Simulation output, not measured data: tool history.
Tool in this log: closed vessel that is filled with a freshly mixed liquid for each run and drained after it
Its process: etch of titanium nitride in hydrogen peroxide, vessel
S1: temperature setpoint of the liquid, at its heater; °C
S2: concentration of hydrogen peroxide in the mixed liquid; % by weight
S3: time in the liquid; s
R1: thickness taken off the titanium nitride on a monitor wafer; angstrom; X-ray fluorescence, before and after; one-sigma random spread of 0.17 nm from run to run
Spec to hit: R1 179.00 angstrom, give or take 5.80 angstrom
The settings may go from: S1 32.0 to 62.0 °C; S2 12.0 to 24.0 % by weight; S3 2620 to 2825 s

Run 1, hour 0.0: S1 46.0 °C, S2 16.0 % by weight, S3 2620 s. Result: R1 462.51 angstrom.
Run 2, hour 8.6: S1 43.5 °C, S2 16.0 % by weight, S3 2620 s. Result: R1 384.75 angstrom.
Run 3, hour 15.1: S1 41.5 °C, S2 16.0 % by weight, S3 2620 s. Result: R1 336.13 angstrom.
Run 4, hour 19.7: S1 41.5 °C, S2 16.0 % by weight, S3 2825 s. Result: R1 354.70 angstrom.
Run 5, hour 25.0: S1 36.5 °C, S2 16.0 % by weight, S3 2825 s. Result: R1 245.81 angstrom.
Run 6, hour 25.8: S1 36.5 °C, S2 17.5 % by weight, S3 2825 s. Result: R1 247.81 angstrom.
Run 7, hour 30.8: S1 35.5 °C, S2 17.5 % by weight, S3 2825 s. Result: R1 225.24 angstrom.
Run 8, hour 39.5: S1 35.0 °C, S2 17.5 % by weight, S3 2825 s. Result: R1 219.72 angstrom.
Run 9, hour 40.9: S1 34.5 °C, S2 17.5 % by weight, S3 2825 s. Result: R1 210.49 angstrom.
Run 10, hour 42.5: S1 34.5 °C, S2 17.5 % by weight, S3 2825 s. Result: R1 212.68 angstrom.
At hour 44.0: peroxide flow meter replaced.
Run 11, hour 44.0: S1 34.0 °C, S2 17.5 % by weight, S3 2825 s. Result: R1 207.78 angstrom.
Run 12, hour 51.7: S1 33.5 °C, S2 17.5 % by weight, S3 2825 s. Result: R1 197.41 angstrom.
Run 13, hour 55.7: S1 33.0 °C, S2 17.5 % by weight, S3 2825 s. Result: R1 188.77 angstrom.

5 candidate next runs follow, results not yet known. Just one meets every target within its allowed miss. Identify it.
Run A, hour 59.7: S1 32.5 °C, S2 16.0 % by weight, S3 2825 s. Result: R1 ?.
Run B, hour 59.7: S1 34.5 °C, S2 15.5 % by weight, S3 2815 s. Result: R1 ?.
Run C, hour 59.7: S1 33.5 °C, S2 15.5 % by weight, S3 2800 s. Result: R1 ?.
Run D, hour 59.7: S1 34.5 °C, S2 19.5 % by weight, S3 2630 s. Result: R1 ?.
Run E, hour 59.7: S1 33.5 °C, S2 20.0 % by weight, S3 2765 s. Result: R1 ?.

move      R1
   A  179.22
   B  208.27
   C  191.24
   D  204.30
   E  199.36
A: each result inside its tolerance
B: the biggest miss grows against the last run
C: the biggest miss grows against the last run
D: the biggest miss grows against the last run
E: the biggest miss grows against the last run
Answer: A
